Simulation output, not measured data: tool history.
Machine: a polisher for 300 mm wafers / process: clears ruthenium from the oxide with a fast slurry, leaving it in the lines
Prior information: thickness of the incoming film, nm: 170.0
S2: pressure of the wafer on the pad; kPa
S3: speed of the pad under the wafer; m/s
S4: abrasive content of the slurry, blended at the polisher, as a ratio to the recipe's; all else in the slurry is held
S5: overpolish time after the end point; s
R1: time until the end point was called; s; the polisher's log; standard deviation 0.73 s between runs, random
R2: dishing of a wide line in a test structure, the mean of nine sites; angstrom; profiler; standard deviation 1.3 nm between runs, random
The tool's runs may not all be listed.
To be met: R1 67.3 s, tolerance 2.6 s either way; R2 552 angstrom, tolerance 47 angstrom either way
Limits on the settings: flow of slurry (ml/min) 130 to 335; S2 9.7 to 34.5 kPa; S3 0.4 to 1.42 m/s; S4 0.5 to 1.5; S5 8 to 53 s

run 1 hour=0 | flow_of_slurry_(ml/min)=215 S2=22.1 S3=0.9 S4=1 S5=27 | R1=43.173 R2=736.3
run 2 hour=4.3 | flow_of_slurry_(ml/min)=215 S2=22.1 S3=0.9 S4=1 S5=33 | R1=42.535 R2=879.65
run 3 hour=10 | flow_of_slurry_(ml/min)=215 S2=22.1 S3=0.9 S4=0.8 S5=33 | R1=48.588 R2=841.85
run 4 hour=16.6 | flow_of_slurry_(ml/min)=215 S2=20 S3=0.9 S4=0.8 S5=32 | R1=50.66 R2=749.59
run 5 hour=19.2 | flow_of_slurry_(ml/min)=215 S2=20 S3=0.9 S4=0.8 S5=22 | R1=50.554 R2=527.71
run 6 hour=24.4 | flow_of_slurry_(ml/min)=215 S2=17.9 S3=0.9 S4=0.8 S5=25 | R1=55.19 R2=561.6
run 7 hour=33.2 | flow_of_slurry_(ml/min)=215 S2=16.5 S3=0.9 S4=0.8 S5=26 | R1=57.727 R2=544.71
run 8 hour=41.4 | flow_of_slurry_(ml/min)=215 S2=16.5 S3=0.9 S4=0.8 S5=26 | R1=58.879 R2=545.12
run 9 hour=45.7 | flow_of_slurry_(ml/min)=215 S2=15.9 S3=0.9 S4=0.8 S5=27 | R1=60.91 R2=560.26
run 10 hour=47.5 | flow_of_slurry_(ml/min)=215 S2=15.2 S3=0.9 S4=0.8 S5=27 | R1=62.47 R2=536.17

Consider the 5 candidate settings below. Which is the only one whose results all fall within their allowed miss of target?
run A hour=49.3 | flow_of_slurry_(ml/min)=195 S2=15.2 S3=0.9 S4=0.85 S5=27 | R1=? R2=?
run B hour=49.3 | flow_of_slurry_(ml/min)=235 S2=13.8 S3=0.86 S4=0.8 S5=30 | R1=? R2=?
run C hour=49.3 | flow_of_slurry_(ml/min)=220 S2=13.8 S3=0.74 S4=0.85 S5=34 | R1=? R2=?
run D hour=49.3 | flow_of_slurry_(ml/min)=175 S2=17.2 S3=0.78 S4=0.65 S5=39 | R1=? R2=?
run E hour=49.3 | flow_of_slurry_(ml/min)=225 S2=12.4 S3=0.92 S4=0.85 S5=26 | R1=? R2=?

move=A R1=61.506 R2=536.55
move=B R1=68.964 R2=532.24
move=C R1=76.575 R2=542.01
move=D R1=72.584 R2=640.7
move=E R1=68.062 R2=473.7
A: its largest miss is bigger than the last run's
B: meets every target
C: pushes the last run's worst result past its target
D: pushes the last run's worst result past its target
E: gets the furthest-off result to its target, but another result is out of tolerance
Go with B: it meets all targets.

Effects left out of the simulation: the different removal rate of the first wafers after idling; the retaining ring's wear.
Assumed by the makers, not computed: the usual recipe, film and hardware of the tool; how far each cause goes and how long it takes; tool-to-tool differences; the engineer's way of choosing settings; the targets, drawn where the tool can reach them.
